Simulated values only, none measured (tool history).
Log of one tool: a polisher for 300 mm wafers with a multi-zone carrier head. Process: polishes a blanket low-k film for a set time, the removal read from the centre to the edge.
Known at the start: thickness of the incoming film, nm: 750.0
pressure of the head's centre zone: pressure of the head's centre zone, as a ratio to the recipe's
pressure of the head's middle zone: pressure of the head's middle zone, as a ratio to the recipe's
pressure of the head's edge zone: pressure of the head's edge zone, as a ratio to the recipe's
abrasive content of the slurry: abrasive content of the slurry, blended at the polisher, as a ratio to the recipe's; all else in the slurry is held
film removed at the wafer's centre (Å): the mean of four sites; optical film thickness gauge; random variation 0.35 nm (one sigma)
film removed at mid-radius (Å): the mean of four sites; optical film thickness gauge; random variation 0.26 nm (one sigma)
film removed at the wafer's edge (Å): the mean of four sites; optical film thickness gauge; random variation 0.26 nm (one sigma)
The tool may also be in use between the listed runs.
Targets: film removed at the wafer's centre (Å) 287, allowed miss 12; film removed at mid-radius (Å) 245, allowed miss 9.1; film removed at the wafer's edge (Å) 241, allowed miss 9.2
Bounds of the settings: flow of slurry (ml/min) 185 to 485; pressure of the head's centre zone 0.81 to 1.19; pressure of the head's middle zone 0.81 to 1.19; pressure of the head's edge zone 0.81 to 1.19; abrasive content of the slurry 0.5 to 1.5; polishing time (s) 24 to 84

| run | day | flow of slurry (ml/min) | pressure of the head's centre zone | pressure of the head's middle zone | pressure of the head's edge zone | abrasive content of the slurry | polishing time (s) | film removed at the wafer's centre (Å) | film removed at mid-radius (Å) | film removed at the wafer's edge (Å) |
|---|---|---|---|---|---|---|---|---|---|---|
| 1 | 0 | 310 | 1 | 1 | 1 | 1 | 54 | 182.16 | 178.5 | 177.03 |
| 2 | 0.071 | 310 | 1.07 | 1 | 1 | 1 | 54 | 195.26 | 178.15 | 175.16 |
| 3 | 0.229 | 310 | 1.07 | 1 | 1 | 1 | 42 | 152.87 | 138.26 | 136.71 |
| 4 | 0.558 | 310 | 1.07 | 0.96 | 1 | 1 | 42 | 151.05 | 133.27 | 134.51 |
| 5 | 0.729 | 315 | 1.09 | 0.98 | 1.02 | 1.1 | 44 | 168.16 | 149.89 | 150.1 |
| 6 | 0.904 | 315 | 1.09 | 0.98 | 1.02 | 0.9 | 44 | 152.53 | 133.9 | 132.68 |
| 7 | 1.271 | 315 | 1.09 | 0.98 | 1.02 | 0.9 | 44 | 150.95 | 134.71 | 136.24 |
| 8 | 1.338 | 315 | 1.1 | 0.99 | 1.03 | 1 | 46 | 170.64 | 151.39 | 150.27 |
| 9 | 1.392 | 315 | 1.12 | 0.99 | 1.04 | 1.1 | 47 | 186.61 | 161.93 | 163.44 |
| 10 | 1.617 | 355 | 1.19 | 1.07 | 1.06 | 1.35 | 57 | 265.73 | 225.01 | 212.76 |
| 11 | 1.975 | 355 | 1.19 | 1.07 | 1.07 | 1.4 | 57 | 265.5 | 226.62 | 216.67 |
| 12 | 2.292 | 355 | 1.19 | 1.07 | 1.08 | 1.4 | 58 | 269.93 | 233.31 | 222.34 |
| 13 | 2.462 | 355 | 1.19 | 1.06 | 1.08 | 1.4 | 58 | 266.18 | 230.16 | 222.03 |

5 next moves are on the table. One of them brings every result within its allowed miss. Which?
| A | 2.633 | 425 | 1.08 | 1.09 | 1.09 | 1.5 | 57 | ? | ? | ? |
| B | 2.633 | 365 | 1.07 | 0.96 | 1.19 | 1.4 | 60 | ? | ? | ? |
| C | 2.633 | 360 | 1.03 | 1.08 | 1.15 | 1.4 | 63 | ? | ? | ? |
| D | 2.633 | 345 | 0.96 | 0.96 | 1.19 | 1.5 | 64 | ? | ? | ? |
| E | 2.633 | 395 | 1.17 | 1.05 | 1.13 | 1.45 | 61 | ? | ? | ? |

| move | film removed at the wafer's centre (Å) | film removed at mid-radius (Å) | film removed at the wafer's edge (Å) |
|---|---|---|---|
| A | 252.29 | 241.27 | 228.04 |
| B | 253.35 | 225.05 | 239.46 |
| C | 255.9 | 255.42 | 247.96 |
| D | 247.66 | 245.65 | 261.45 |
| E | 287.43 | 247.29 | 243.13 |
A: further off than the last run
B: brings the result that was furthest off to its target, and leaves another outside
C: brings the result that was furthest off to its target, and leaves another outside
D: takes the result that was furthest off past its target
E: meets every target
Answer: E
